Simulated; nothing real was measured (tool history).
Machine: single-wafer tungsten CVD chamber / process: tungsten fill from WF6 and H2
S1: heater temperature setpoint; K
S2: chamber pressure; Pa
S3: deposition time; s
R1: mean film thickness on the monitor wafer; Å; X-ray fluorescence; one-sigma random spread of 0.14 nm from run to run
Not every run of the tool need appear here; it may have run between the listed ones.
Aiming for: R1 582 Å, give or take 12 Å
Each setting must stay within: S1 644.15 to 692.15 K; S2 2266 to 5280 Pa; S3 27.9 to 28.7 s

run 1 hour=0 | S1=668.15 S2=3773 S3=27.9 | R1=721.4
run 2 hour=1.5 | S1=664.15 S2=3773 S3=27.9 | R1=668.3
run 3 hour=6.1 | S1=664.15 S2=3773 S3=27.9 | R1=666.38
run 4 hour=10.2 | S1=664.15 S2=3773 S3=27.9 | R1=667.31
-- hour=14.2 capacitance manometer re-zeroed and calibrated
run 5 hour=14.2 | S1=662.15 S2=3760 S3=27.9 | R1=648.77
run 6 hour=21.3 | S1=662.15 S2=4413 S3=27.9 | R1=695.41
run 7 hour=26.2 | S1=651.15 S2=4373 S3=27.9 | R1=547.78
run 8 hour=33.1 | S1=652.15 S2=4373 S3=27.9 | R1=558.78

Which of these 5 next moves meets every target?
run A hour=40 | S1=651.15 S2=4146 S3=28.6 | R1=?
run B hour=40 | S1=650.15 S2=4573 S3=28.7 | R1=?
run C hour=40 | S1=654.15 S2=3640 S3=27.9 | R1=?
run D hour=40 | S1=653.15 S2=4266 S3=28.7 | R1=?
run E hour=40 | S1=652.15 S2=4240 S3=28.1 | R1=?

move=A R1=550.3
move=B R1=562.19
move=C R1=543.73
move=D R1=583.76
move=E R1=557.68
A: lands further from the targets than the last run did
B: nearer the targets than the last run, but a result is still out of spec
C: lands further from the targets than the last run did
D: all results land within tolerance of their targets
E: roughly where the last run was
D meets every target.

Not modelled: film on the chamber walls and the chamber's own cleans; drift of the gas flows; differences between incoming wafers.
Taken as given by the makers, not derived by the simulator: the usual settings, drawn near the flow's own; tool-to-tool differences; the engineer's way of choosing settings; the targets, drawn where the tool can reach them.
